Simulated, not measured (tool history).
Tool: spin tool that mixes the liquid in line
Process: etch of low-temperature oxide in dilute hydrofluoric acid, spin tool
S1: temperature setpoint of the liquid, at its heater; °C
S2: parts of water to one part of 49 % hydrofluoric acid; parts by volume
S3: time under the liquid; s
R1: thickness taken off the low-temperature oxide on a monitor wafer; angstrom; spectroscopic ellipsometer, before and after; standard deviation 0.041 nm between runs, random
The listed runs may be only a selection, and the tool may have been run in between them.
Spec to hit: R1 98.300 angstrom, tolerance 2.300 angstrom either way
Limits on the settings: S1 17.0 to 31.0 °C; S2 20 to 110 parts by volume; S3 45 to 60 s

run 1 day=0.000 | S1=23.0 S2=60 S3=60 | R1=144.990
run 2 day=0.212 | S1=23.0 S2=60 S3=45 | R1=109.400
run 3 day=0.321 | S1=23.0 S2=50 S3=45 | R1=131.110
run 4 day=0.433 | S1=23.0 S2=50 S3=60 | R1=175.360
run 5 day=0.767 | S1=21.5 S2=55 S3=60 | R1=149.980
run 6 day=0.908 | S1=21.5 S2=45 S3=60 | R1=185.250
run 7 day=1.233 | S1=20.5 S2=55 S3=60 | R1=144.460
run 8 day=1.392 | S1=19.5 S2=60 S3=60 | R1=125.410
run 9 day=1.658 | S1=19.0 S2=60 S3=60 | R1=123.350
run 10 day=1.800 | S1=18.5 S2=60 S3=60 | R1=120.390
run 11 day=1.917 | S1=18.0 S2=60 S3=60 | R1=117.050
run 12 day=2.275 | S1=17.5 S2=60 S3=60 | R1=116.020
-- day=2.300 thermometer replaced
run 13 day=2.300 | S1=17.0 S2=65 S3=60 | R1=93.994

Below are 5 possible settings for the next run. Only one of them brings all results inside the allowed miss of their targets. Which is it?
run A day=2.325 | S1=17.0 S2=50 S3=45 | R1=?
run B day=2.325 | S1=17.5 S2=65 S3=55 | R1=?
run C day=2.325 | S1=17.0 S2=60 S3=55 | R1=?
run D day=2.325 | S1=20.0 S2=65 S3=50 | R1=?
run E day=2.325 | S1=18.0 S2=60 S3=55 | R1=?

move=A R1=93.292
move=B R1=88.142
move=C R1=93.972
move=D R1=89.105
move=E R1=98.105
A: lands further from the targets than the last run did
B: lands further from the targets than the last run did
C: about the same distance from the targets as the last run
D: lands further from the targets than the last run did
E: hits every target within its allowed miss
E meets every target.
